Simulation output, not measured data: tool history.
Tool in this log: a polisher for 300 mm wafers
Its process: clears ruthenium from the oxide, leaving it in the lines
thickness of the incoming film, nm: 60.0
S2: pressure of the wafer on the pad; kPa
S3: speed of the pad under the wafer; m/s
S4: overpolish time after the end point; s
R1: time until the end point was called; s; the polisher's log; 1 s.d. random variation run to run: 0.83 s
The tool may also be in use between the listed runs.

Run 1, day 0: flow of slurry (ml/min) 250, S2 11 kPa, S3 0.98 m/s, S4 4 s. Result: R1 58.475 s.
Run 2, day 0.275: flow of slurry (ml/min) 250, S2 9.7 kPa, S3 0.98 m/s, S4 4 s. Result: R1 65.084 s.
Run 3, day 0.488: flow of slurry (ml/min) 195, S2 9.7 kPa, S3 0.98 m/s, S4 4 s. Result: R1 67.044 s.
Run 4, day 0.633: flow of slurry (ml/min) 195, S2 9 kPa, S3 0.98 m/s, S4 4 s. Result: R1 70.269 s.
Run 5, day 0.754: flow of slurry (ml/min) 195, S2 6.9 kPa, S3 0.98 m/s, S4 4 s. Result: R1 84.749 s.
Run 6, day 0.933: flow of slurry (ml/min) 195, S2 6.9 kPa, S3 0.98 m/s, S4 4 s. Result: R1 84.537 s.

Estimate the outcome of run 7 from the log above:
Run 7, day 1.017: flow of slurry (ml/min) 195, S2 6.2 kPa, S3 0.98 m/s, S4 4 s. Result: R1 ?.

R1: 90.738 s
